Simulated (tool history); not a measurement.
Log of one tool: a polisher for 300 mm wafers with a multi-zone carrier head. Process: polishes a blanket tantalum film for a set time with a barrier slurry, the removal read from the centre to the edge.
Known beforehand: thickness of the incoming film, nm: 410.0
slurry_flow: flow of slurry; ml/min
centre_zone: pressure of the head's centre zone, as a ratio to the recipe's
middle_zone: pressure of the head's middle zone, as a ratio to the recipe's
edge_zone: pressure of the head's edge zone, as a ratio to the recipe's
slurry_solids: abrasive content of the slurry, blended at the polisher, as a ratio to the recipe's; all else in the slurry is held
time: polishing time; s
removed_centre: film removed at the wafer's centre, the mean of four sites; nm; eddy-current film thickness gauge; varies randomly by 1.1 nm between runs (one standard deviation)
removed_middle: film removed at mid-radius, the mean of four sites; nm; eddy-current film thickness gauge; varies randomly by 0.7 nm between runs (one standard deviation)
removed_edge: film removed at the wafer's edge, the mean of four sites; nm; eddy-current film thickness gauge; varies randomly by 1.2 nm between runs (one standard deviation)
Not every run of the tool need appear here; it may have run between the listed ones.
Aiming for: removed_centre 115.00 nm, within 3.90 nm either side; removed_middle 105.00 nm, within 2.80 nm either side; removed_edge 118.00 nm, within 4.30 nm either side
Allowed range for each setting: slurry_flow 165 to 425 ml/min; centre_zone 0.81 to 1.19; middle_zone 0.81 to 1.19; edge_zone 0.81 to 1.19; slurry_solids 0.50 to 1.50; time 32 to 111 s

| run | hour | slurry_flow | centre_zone | middle_zone | edge_zone | slurry_solids | time | removed_centre | removed_middle | removed_edge |
|---|---|---|---|---|---|---|---|---|---|---|
| 1 | 0.0 | 275 | 1.00 | 1.00 | 1.00 | 1.00 | 71 | 129.20 | 127.90 | 128.72 |
| 2 | 6.4 | 270 | 0.99 | 0.97 | 0.99 | 1.00 | 71 | 125.71 | 124.28 | 127.51 |
| 3 | 11.3 | 265 | 0.99 | 0.94 | 0.98 | 1.00 | 71 | 127.67 | 119.26 | 126.92 |
| 4 | 15.4 | 260 | 0.98 | 0.93 | 0.97 | 1.00 | 71 | 124.47 | 117.57 | 126.10 |
| 5 | 19.6 | 260 | 0.89 | 0.93 | 0.97 | 1.00 | 71 | 114.02 | 118.72 | 126.69 |
| 6 | 28.4 | 260 | 0.83 | 0.93 | 0.97 | 1.00 | 71 | 105.96 | 117.28 | 126.86 |
|  | 37.3 | slurry nozzle cleaned |
| 7 | 37.3 | 255 | 0.85 | 0.91 | 0.95 | 1.00 | 71 | 113.31 | 118.85 | 126.32 |
| 8 | 43.6 | 255 | 0.86 | 0.90 | 0.95 | 0.95 | 71 | 109.46 | 116.31 | 123.30 |
| 9 | 49.1 | 250 | 0.88 | 0.88 | 0.95 | 0.95 | 71 | 112.80 | 113.69 | 125.04 |
| 10 | 57.7 | 250 | 0.89 | 0.87 | 0.94 | 0.95 | 71 | 115.60 | 113.48 | 122.93 |
| 11 | 62.3 | 245 | 0.89 | 0.86 | 0.94 | 0.95 | 71 | 111.90 | 110.38 | 121.59 |
| 12 | 67.9 | 240 | 0.90 | 0.85 | 0.94 | 0.95 | 71 | 113.55 | 111.13 | 123.61 |
| 13 | 75.6 | 240 | 0.91 | 0.84 | 0.94 | 0.95 | 71 | 116.86 | 110.79 | 120.68 |
| 14 | 77.2 | 240 | 0.91 | 0.83 | 0.95 | 0.95 | 71 | 114.74 | 107.42 | 124.15 |

Below are 4 possible settings for the next run. Only one of them brings all results inside the allowed miss of their targets. Which is it?
| A | 78.8 | 165 | 0.86 | 0.85 | 1.03 | 0.95 | 76 | ? | ? | ? |
| B | 78.8 | 165 | 0.90 | 0.84 | 1.10 | 0.95 | 75 | ? | ? | ? |
| C | 78.8 | 215 | 0.88 | 0.82 | 0.97 | 1.15 | 67 | ? | ? | ? |
| D | 78.8 | 320 | 0.92 | 0.82 | 0.93 | 1.05 | 65 | ? | ? | ? |

| move | removed_centre | removed_middle | removed_edge |
|---|---|---|---|
| A | 109.76 | 113.35 | 133.50 |
| B | 113.39 | 110.75 | 135.12 |
| C | 111.00 | 108.28 | 127.26 |
| D | 114.26 | 106.05 | 121.54 |
A: its largest miss is bigger than the last run's
B: its largest miss is bigger than the last run's
C: its largest miss is bigger than the last run's
D: every result within its allowed miss
Correct choice: D, which meets every target
